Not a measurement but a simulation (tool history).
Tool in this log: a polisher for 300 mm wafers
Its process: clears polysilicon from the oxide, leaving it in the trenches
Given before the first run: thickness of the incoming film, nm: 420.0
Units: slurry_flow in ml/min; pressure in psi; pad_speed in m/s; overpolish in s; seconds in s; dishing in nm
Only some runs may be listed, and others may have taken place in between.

Run 1, day 0: slurry_flow 295 ml/min, pressure 2.1 psi, pad_speed 1.04 m/s, overpolish 17 s. Result: seconds 36.493 s, dishing 47.928 nm.
Run 2, day 0.283: slurry_flow 295 ml/min, pressure 2.2 psi, pad_speed 1.04 m/s, overpolish 15 s. Result: seconds 35.663 s, dishing 46.66 nm.
Run 3, day 0.375: slurry_flow 295 ml/min, pressure 2.2 psi, pad_speed 1.04 m/s, overpolish 9 s. Result: seconds 36.127 s, dishing 40.504 nm.
Run 4, day 0.454: slurry_flow 295 ml/min, pressure 1.8 psi, pad_speed 1.04 m/s, overpolish 9 s. Result: seconds 43.062 s, dishing 40.156 nm.
Run 5, day 0.508: slurry_flow 295 ml/min, pressure 1.8 psi, pad_speed 1.04 m/s, overpolish 6 s. Result: seconds 43.102 s, dishing 32.916 nm.
Run 6, day 0.567: slurry_flow 295 ml/min, pressure 2 psi, pad_speed 1.04 m/s, overpolish 7 s. Result: seconds 38.571 s, dishing 37.954 nm.
Run 7, day 0.779: slurry_flow 295 ml/min, pressure 2.1 psi, pad_speed 1.04 m/s, overpolish 7 s. Result: seconds 37.021 s, dishing 38.556 nm.
Run 8, day 0.992: slurry_flow 295 ml/min, pressure 2.2 psi, pad_speed 1.04 m/s, overpolish 7 s. Result: seconds 34.933 s, dishing 39.386 nm.
Run 9, day 1.254: slurry_flow 295 ml/min, pressure 2.3 psi, pad_speed 1.04 m/s, overpolish 7 s. Result: seconds 34.445 s, dishing 39.312 nm.

Forecast run 10:
Run 10, day 1.333: slurry_flow 295 ml/min, pressure 2.4 psi, pad_speed 1.04 m/s, overpolish 7 s. Result: seconds ?, dishing ?.

{"run 10": {"seconds": 31.953, "dishing": 38.145}}

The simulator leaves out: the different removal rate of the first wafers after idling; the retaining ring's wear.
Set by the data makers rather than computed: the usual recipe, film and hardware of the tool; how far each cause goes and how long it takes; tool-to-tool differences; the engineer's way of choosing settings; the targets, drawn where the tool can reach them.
